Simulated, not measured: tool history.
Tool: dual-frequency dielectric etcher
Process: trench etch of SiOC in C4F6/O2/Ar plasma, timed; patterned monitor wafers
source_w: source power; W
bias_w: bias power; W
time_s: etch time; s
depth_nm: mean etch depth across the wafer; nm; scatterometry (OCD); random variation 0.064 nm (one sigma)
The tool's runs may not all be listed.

run 1 hour=0.0 | source_w=440 bias_w=253 time_s=10.5 | depth_nm=25.834
run 2 hour=2.3 | source_w=500 bias_w=253 time_s=10.5 | depth_nm=27.432
run 3 hour=7.2 | source_w=460 bias_w=234 time_s=10.5 | depth_nm=25.687
run 4 hour=13.7 | source_w=430 bias_w=219 time_s=10.5 | depth_nm=24.263
run 5 hour=16.1 | source_w=430 bias_w=260 time_s=10.5 | depth_nm=25.883
run 6 hour=17.5 | source_w=400 bias_w=243 time_s=10.5 | depth_nm=24.390
run 7 hour=26.3 | source_w=380 bias_w=231 time_s=10.5 | depth_nm=23.222
run 8 hour=30.9 | source_w=360 bias_w=224 time_s=10.5 | depth_nm=22.318
run 9 hour=31.6 | source_w=340 bias_w=220 time_s=10.5 | depth_nm=21.558

Forecast run 10:
run 10 hour=33.0 | source_w=330 bias_w=218 time_s=10.5 | depth_nm=?

depth_nm: 21.191 nm
